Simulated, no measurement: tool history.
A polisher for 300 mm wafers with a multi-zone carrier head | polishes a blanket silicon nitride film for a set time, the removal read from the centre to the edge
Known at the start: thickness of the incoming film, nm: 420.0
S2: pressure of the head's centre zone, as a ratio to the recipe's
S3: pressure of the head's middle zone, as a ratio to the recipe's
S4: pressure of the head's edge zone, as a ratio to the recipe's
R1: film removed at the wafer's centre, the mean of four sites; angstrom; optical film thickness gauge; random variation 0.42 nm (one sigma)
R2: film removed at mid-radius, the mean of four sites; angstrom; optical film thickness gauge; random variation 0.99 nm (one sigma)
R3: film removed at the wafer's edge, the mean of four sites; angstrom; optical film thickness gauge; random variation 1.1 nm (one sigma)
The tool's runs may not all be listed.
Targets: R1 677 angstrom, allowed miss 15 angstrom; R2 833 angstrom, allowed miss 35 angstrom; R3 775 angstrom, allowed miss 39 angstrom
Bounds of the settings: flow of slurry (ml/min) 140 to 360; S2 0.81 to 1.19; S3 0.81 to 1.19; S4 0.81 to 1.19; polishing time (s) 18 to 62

run 1 hour=0 | flow_of_slurry_(ml/min)=230 S2=1 S3=1 S4=1 polishing_time_(s)=40 | R1=900.79 R2=916.56 R3=898.56
run 2 hour=6 | flow_of_slurry_(ml/min)=230 S2=1.05 S3=1 S4=1 polishing_time_(s)=40 | R1=923.39 R2=924.6 R3=883.6
run 3 hour=11.1 | flow_of_slurry_(ml/min)=215 S2=0.98 S3=1.03 S4=0.99 polishing_time_(s)=38 | R1=818.77 R2=897.33 R3=820.62
run 4 hour=19.4 | flow_of_slurry_(ml/min)=215 S2=0.98 S3=1.03 S4=0.99 polishing_time_(s)=34 | R1=733.24 R2=775.1 R3=743.8
run 5 hour=21.7 | flow_of_slurry_(ml/min)=200 S2=0.95 S3=1.05 S4=1.02 polishing_time_(s)=34 | R1=714.46 R2=770.56 R3=745.25
run 6 hour=22.2 | flow_of_slurry_(ml/min)=200 S2=0.95 S3=1.05 S4=1.02 polishing_time_(s)=38 | R1=797.4 R2=871.24 R3=838.16
run 7 hour=27.5 | flow_of_slurry_(ml/min)=200 S2=0.95 S3=1.05 S4=1.02 polishing_time_(s)=38 | R1=800.27 R2=876 R3=819.13
run 8 hour=32.4 | flow_of_slurry_(ml/min)=200 S2=0.9 S3=1.06 S4=1.02 polishing_time_(s)=37 | R1=750.45 R2=862.61 R3=836.51
run 9 hour=36 | flow_of_slurry_(ml/min)=185 S2=0.88 S3=1.07 S4=1 polishing_time_(s)=37 | R1=731.25 R2=866.59 R3=794.76
run 10 hour=44.9 | flow_of_slurry_(ml/min)=185 S2=0.88 S3=1.07 S4=1 polishing_time_(s)=37 | R1=733.05 R2=848.55 R3=805.95
run 11 hour=47.3 | flow_of_slurry_(ml/min)=175 S2=0.86 S3=1.08 S4=0.99 polishing_time_(s)=37 | R1=718.67 R2=848.86 R3=810.09

4 next moves are on the table. One of them brings every result within its allowed miss. Which?
run A hour=49.7 | flow_of_slurry_(ml/min)=175 S2=0.84 S3=1.16 S4=1.12 polishing_time_(s)=37 | R1=? R2=? R3=?
run B hour=49.7 | flow_of_slurry_(ml/min)=140 S2=0.91 S3=1.05 S4=1.1 polishing_time_(s)=39 | R1=? R2=? R3=?
run C hour=49.7 | flow_of_slurry_(ml/min)=245 S2=0.87 S3=1.13 S4=1.11 polishing_time_(s)=33 | R1=? R2=? R3=?
run D hour=49.7 | flow_of_slurry_(ml/min)=155 S2=0.87 S3=1 S4=0.9 polishing_time_(s)=41 | R1=? R2=? R3=?

move=A R1=708.07 R2=897.89 R3=859.74
move=B R1=751 R2=838.79 R3=873.06
move=C R1=681.01 R2=821.75 R3=790.85
move=D R1=783.24 R2=865.66 R3=845.62
A: nearer than the last run, and not there yet
B: further off than the last run
C: meets every target
D: further off than the last run
Move C is the one to make.
